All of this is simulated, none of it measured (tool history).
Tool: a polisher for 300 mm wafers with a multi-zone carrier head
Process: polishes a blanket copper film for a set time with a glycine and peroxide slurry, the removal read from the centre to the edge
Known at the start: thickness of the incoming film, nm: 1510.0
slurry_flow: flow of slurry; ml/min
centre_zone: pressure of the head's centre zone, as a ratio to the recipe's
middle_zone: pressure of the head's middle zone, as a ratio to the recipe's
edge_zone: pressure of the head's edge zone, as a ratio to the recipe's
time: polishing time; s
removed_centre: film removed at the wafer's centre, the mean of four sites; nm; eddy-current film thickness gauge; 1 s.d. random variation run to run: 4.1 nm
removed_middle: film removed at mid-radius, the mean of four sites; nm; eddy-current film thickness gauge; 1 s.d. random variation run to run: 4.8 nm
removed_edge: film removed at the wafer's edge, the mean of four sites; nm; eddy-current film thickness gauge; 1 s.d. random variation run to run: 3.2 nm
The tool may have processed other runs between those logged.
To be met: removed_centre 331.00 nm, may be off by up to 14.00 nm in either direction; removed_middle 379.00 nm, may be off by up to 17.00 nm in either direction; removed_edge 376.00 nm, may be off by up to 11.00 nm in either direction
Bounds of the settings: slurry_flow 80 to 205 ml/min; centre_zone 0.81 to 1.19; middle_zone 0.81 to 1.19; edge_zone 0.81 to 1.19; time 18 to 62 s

{"run": 1, "day": 0.0, "slurry_flow": 135, "centre_zone": 1.0, "middle_zone": 1.0, "edge_zone": 1.0, "time": 40, "removed_centre": 225.41, "removed_middle": 215.56, "removed_edge": 228.62}
{"run": 2, "day": 0.208, "slurry_flow": 145, "centre_zone": 0.98, "middle_zone": 1.04, "edge_zone": 1.04, "time": 45, "removed_centre": 255.71, "removed_middle": 256.0, "removed_edge": 269.98}
{"run": 3, "day": 0.483, "slurry_flow": 155, "centre_zone": 0.97, "middle_zone": 1.08, "edge_zone": 1.07, "time": 48, "removed_centre": 274.23, "removed_middle": 289.29, "removed_edge": 294.41}
{"run": 4, "day": 0.712, "slurry_flow": 155, "centre_zone": 0.97, "middle_zone": 1.08, "edge_zone": 1.14, "time": 48, "removed_centre": 274.2, "removed_middle": 286.63, "removed_edge": 303.94}
{"run": 5, "day": 0.746, "slurry_flow": 160, "centre_zone": 0.96, "middle_zone": 1.1, "edge_zone": 1.15, "time": 50, "removed_centre": 290.79, "removed_middle": 312.81, "removed_edge": 313.11}
{"run": 6, "day": 0.917, "slurry_flow": 160, "centre_zone": 1.02, "middle_zone": 1.1, "edge_zone": 1.15, "time": 50, "removed_centre": 301.61, "removed_middle": 312.58, "removed_edge": 322.1}
{"run": 7, "day": 1.075, "slurry_flow": 155, "centre_zone": 0.99, "middle_zone": 1.11, "edge_zone": 1.16, "time": 52, "removed_centre": 296.51, "removed_middle": 325.2, "removed_edge": 337.5}
{"run": 8, "day": 1.1, "slurry_flow": 160, "centre_zone": 1.0, "middle_zone": 1.12, "edge_zone": 1.16, "time": 53, "removed_centre": 316.95, "removed_middle": 340.07, "removed_edge": 337.93}
{"run": 9, "day": 1.225, "slurry_flow": 160, "centre_zone": 1.0, "middle_zone": 1.12, "edge_zone": 1.16, "time": 53, "removed_centre": 309.17, "removed_middle": 334.71, "removed_edge": 338.68}
{"run": 10, "day": 1.388, "slurry_flow": 160, "centre_zone": 0.99, "middle_zone": 1.13, "edge_zone": 1.17, "time": 54, "removed_centre": 312.47, "removed_middle": 345.25, "removed_edge": 349.0}
{"run": 11, "day": 1.533, "slurry_flow": 160, "centre_zone": 0.98, "middle_zone": 1.14, "edge_zone": 1.18, "time": 55, "removed_centre": 322.04, "removed_middle": 349.85, "removed_edge": 353.94}
{"run": 12, "day": 1.7, "slurry_flow": 180, "centre_zone": 0.9, "middle_zone": 1.17, "edge_zone": 1.19, "time": 57, "removed_centre": 311.51, "removed_middle": 376.35, "removed_edge": 379.7}

Which of these 5 next moves meets every target?
{"run": "A", "day": 1.867, "slurry_flow": 180, "centre_zone": 0.82, "middle_zone": 1.12, "edge_zone": 1.19, "time": 57, "removed_centre": "?", "removed_middle": "?", "removed_edge": "?"}
{"run": "B", "day": 1.867, "slurry_flow": 200, "centre_zone": 0.94, "middle_zone": 1.13, "edge_zone": 1.17, "time": 57, "removed_centre": "?", "removed_middle": "?", "removed_edge": "?"}
{"run": "C", "day": 1.867, "slurry_flow": 155, "centre_zone": 0.82, "middle_zone": 1.18, "edge_zone": 1.15, "time": 58, "removed_centre": "?", "removed_middle": "?", "removed_edge": "?"}
{"run": "D", "day": 1.867, "slurry_flow": 195, "centre_zone": 1.02, "middle_zone": 1.14, "edge_zone": 1.13, "time": 58, "removed_centre": "?", "removed_middle": "?", "removed_edge": "?"}
{"run": "E", "day": 1.867, "slurry_flow": 185, "centre_zone": 0.82, "middle_zone": 1.18, "edge_zone": 1.19, "time": 57, "removed_centre": "?", "removed_middle": "?", "removed_edge": "?"}

move=A removed_centre=282.56 removed_middle=372.53 removed_edge=375.56
move=B removed_centre=331.35 removed_middle=382.27 removed_edge=377.14
move=C removed_centre=278.34 removed_middle=385.34 removed_edge=367.76
move=D removed_centre=364.28 removed_middle=390.07 removed_edge=375.70
move=E removed_centre=284.30 removed_middle=391.62 removed_edge=376.57
A: its largest miss is bigger than the last run's
B: all results in spec
C: its largest miss is bigger than the last run's
D: carries the result that was furthest off beyond its target, to the other side
E: its largest miss is bigger than the last run's
Correct choice: B, which meets every target
